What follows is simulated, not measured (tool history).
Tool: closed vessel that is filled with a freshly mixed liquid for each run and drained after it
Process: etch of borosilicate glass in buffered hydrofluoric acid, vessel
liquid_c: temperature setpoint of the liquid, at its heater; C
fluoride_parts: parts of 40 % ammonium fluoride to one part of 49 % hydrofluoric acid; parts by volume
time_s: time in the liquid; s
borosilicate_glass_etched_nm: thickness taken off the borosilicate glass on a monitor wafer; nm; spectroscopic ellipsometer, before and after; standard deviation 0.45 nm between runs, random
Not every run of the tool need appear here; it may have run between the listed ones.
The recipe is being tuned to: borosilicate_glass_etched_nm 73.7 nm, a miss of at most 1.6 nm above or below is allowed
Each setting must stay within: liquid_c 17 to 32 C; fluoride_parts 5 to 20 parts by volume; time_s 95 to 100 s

run  hour  liquid_c  fluoride_parts  time_s  borosilicate_glass_etched_nm
  1     0        25              12      95                        104.58
  2   2.6      23.5              12      95                         96.85
  3   8.5      23.5               9      95                        124.96
  4  15.6      23.5               9     100                        131.13
  5  20.5        22              10     100                        113.85
  6  26.4      20.5              10     100                        105.12
  7    31      19.5            10.5     100                        94.322
  8  32.3        19              11     100                        87.753
  9  38.4      18.5              11     100                        84.983
 10  42.9        18              11     100                        82.667
 11  51.1      17.5              11     100                        80.589

5 next moves are on the table. One of them brings every result within its allowed miss. Which?
  A  59.3        17            10.5      95                             ?
  B  59.3      17.5            11.5      95                             ?
  C  59.3        17              11     100                             ?
  D  59.3        17            11.5      95                             ?
  E  59.3        20              13     100                             ?

move  borosilicate_glass_etched_nm
   A                         78.59
   B                        73.847
   C                        79.001
   D                        71.818
   E                        79.044
A: an improvement on the last run, though not all results are within tolerance
B: meets every target
C: an improvement on the last run, though not all results are within tolerance
D: takes the result that was furthest off past its target
E: an improvement on the last run, though not all results are within tolerance
The move that meets every target is B.

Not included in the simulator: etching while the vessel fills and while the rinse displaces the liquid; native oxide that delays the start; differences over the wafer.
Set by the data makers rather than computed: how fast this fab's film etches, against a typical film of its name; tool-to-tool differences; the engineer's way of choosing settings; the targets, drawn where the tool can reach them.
